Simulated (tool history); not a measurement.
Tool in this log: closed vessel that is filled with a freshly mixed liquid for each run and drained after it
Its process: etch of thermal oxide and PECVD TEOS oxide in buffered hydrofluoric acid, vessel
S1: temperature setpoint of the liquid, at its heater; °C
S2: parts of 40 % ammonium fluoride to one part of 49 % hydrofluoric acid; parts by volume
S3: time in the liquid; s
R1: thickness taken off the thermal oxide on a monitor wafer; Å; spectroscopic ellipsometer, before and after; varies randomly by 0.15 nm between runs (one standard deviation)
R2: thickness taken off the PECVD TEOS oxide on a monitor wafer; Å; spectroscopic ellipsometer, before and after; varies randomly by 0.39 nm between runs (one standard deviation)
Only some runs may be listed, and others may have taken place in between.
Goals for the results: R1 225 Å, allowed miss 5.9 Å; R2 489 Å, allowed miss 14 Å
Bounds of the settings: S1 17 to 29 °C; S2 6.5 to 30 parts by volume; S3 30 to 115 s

run 1 hour=0 | S1=21 S2=18.5 S3=60 | R1=296.36 R2=644.77
run 2 hour=2.4 | S1=18.5 S2=18.5 S3=60 | R1=252.85 R2=547.17
run 3 hour=4.7 | S1=18.5 S2=18.5 S3=75 | R1=319.27 R2=685.41
run 4 hour=13.8 | S1=18.5 S2=18.5 S3=50 | R1=211.55 R2=460.52
run 5 hour=17 | S1=18.5 S2=23 S3=50 | R1=177.91 R2=386.67
run 6 hour=23.2 | S1=20 S2=23 S3=50 | R1=193.95 R2=416.01
run 7 hour=30 | S1=21 S2=23 S3=50 | R1=203.77 R2=445.32
run 8 hour=31.7 | S1=21.5 S2=23 S3=50 | R1=210.79 R2=464.62
run 9 hour=40 | S1=22 S2=23 S3=50 | R1=216.34 R2=472.58

Consider the 5 candidate settings below. Which is the only one whose results all fall within their allowed miss of target?
run A hour=48.3 | S1=20.5 S2=27.5 S3=60 | R1=? R2=?
run B hour=48.3 | S1=22 S2=20.5 S3=45 | R1=? R2=?
run C hour=48.3 | S1=22 S2=24 S3=50 | R1=? R2=?
run D hour=48.3 | S1=18.5 S2=26.5 S3=65 | R1=? R2=?
run E hour=48.3 | S1=17.5 S2=25 S3=70 | R1=? R2=?

move=A R1=212.97 R2=460.65
move=B R1=212.71 R2=460.07
move=C R1=212.01 R2=458.56
move=D R1=211.42 R2=457.29
move=E R1=223.92 R2=484.34
A: misses by more than the last run did
B: misses by more than the last run did
C: misses by more than the last run did
D: misses by more than the last run did
E: every result within its allowed miss
E is the move that brings every result within its allowed miss.
